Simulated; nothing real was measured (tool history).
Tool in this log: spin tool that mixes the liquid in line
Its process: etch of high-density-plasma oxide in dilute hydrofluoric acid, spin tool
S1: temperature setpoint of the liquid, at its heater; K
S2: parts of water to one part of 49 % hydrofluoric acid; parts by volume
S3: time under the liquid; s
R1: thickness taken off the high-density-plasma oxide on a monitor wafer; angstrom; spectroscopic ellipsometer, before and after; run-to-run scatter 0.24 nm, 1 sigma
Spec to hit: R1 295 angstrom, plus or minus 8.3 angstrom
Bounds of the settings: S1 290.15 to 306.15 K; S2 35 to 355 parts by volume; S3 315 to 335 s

run  hour      S1   S2   S3      R1
  1     0  298.15  195  315  132.79
  2   5.7  299.65  180  315  153.86
  3   6.5  300.65  165  315  174.03
  4    12  303.15  165  315  193.14
  5  19.1  305.65  165  315  211.82
     21.5  -- hydrofluoric acid flow meter replaced
  6  21.5  305.65  155  315   214.1
  7  29.2  306.15   90  315  414.38
  8  32.1  304.15   90  315  383.43
  9  36.2  302.65   90  315  358.95
 10  40.7  301.65   90  315     345
 11  42.4  300.65   90  315   334.2
 12  50.4  296.65   95  315  270.37

Exactly one of the 5 candidate moves below puts every result within its allowed miss. Which one?
  A  58.4  297.65  90  335   ?
  B  58.4  298.15  90  325   ?
  C  58.4  296.65  90  325   ?
  D  58.4  296.65  85  335   ?
  E  58.4  295.15  95  315   ?

move      R1
   A   317.3
   B     314
   C  295.79
   D  324.83
   E  254.14
A: carries the result that was furthest off beyond its target, to the other side
B: carries the result that was furthest off beyond its target, to the other side
C: in spec on every target
D: carries the result that was furthest off beyond its target, to the other side
E: the biggest miss grows against the last run
C meets every target.
